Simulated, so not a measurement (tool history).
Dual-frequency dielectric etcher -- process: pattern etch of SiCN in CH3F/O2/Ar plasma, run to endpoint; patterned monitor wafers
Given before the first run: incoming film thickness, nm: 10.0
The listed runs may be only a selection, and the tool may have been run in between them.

run,day,source power (W),bias power (W),endpoint time (s)
1,0,460,87,25.814
2,0.042,380,87,26.907
3,0.071,380,73,29.108
4,0.371,420,73,27.862
5,0.629,420,67,28.805
6,0.817,480,73,26.821
7,0.846,520,76,25.64
8,1.008,550,78,25.392
9,1.188,570,82,24.601

Run 10, settings as shown, results not yet in. Your forecast:
10,1.212,590,84,?

Run 10 measured endpoint time (s) 24.172.

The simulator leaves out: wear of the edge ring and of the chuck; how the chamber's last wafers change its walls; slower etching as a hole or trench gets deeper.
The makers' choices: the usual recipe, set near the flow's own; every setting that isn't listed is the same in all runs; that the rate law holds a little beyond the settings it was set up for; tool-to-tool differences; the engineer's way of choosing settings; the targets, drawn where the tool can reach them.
